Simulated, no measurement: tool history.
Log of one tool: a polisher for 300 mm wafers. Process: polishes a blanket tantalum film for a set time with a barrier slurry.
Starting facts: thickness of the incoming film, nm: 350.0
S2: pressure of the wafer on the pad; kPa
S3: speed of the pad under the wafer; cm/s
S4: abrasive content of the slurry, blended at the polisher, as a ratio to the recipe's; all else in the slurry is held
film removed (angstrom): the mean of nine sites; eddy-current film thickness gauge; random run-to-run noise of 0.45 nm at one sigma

Run 1, hour 0: flow of slurry (ml/min) 245, S2 16.5 kPa, S3 106 cm/s, S4 1, polishing time (s) 21. Result: film removed (angstrom) 422.81.
Run 2, hour 8.3: flow of slurry (ml/min) 245, S2 16.5 kPa, S3 90 cm/s, S4 1, polishing time (s) 21. Result: film removed (angstrom) 356.28.
Run 3, hour 9.4: flow of slurry (ml/min) 245, S2 17.9 kPa, S3 90 cm/s, S4 1, polishing time (s) 21. Result: film removed (angstrom) 387.14.
Run 4, hour 13.8: flow of slurry (ml/min) 245, S2 18.6 kPa, S3 90 cm/s, S4 1, polishing time (s) 21. Result: film removed (angstrom) 392.81.
At hour 14.7: slurry blender recalibrated.
Run 5, hour 14.7: flow of slurry (ml/min) 245, S2 18.6 kPa, S3 64 cm/s, S4 1, polishing time (s) 21. Result: film removed (angstrom) 313.35.
Run 6, hour 16.4: flow of slurry (ml/min) 245, S2 20 kPa, S3 68 cm/s, S4 1, polishing time (s) 21. Result: film removed (angstrom) 357.9.
Run 7, hour 22.8: flow of slurry (ml/min) 245, S2 20.7 kPa, S3 70 cm/s, S4 1, polishing time (s) 21. Result: film removed (angstrom) 376.48.
Run 8, hour 26.3: flow of slurry (ml/min) 245, S2 21.4 kPa, S3 72 cm/s, S4 1, polishing time (s) 21. Result: film removed (angstrom) 400.96.

Run 9, settings as shown, results not yet in. Your forecast:
Run 9, hour 31.1: flow of slurry (ml/min) 255, S2 25.5 kPa, S3 76 cm/s, S4 1, polishing time (s) 21. Result: film removed (angstrom) ?.

film removed (angstrom): 497.89
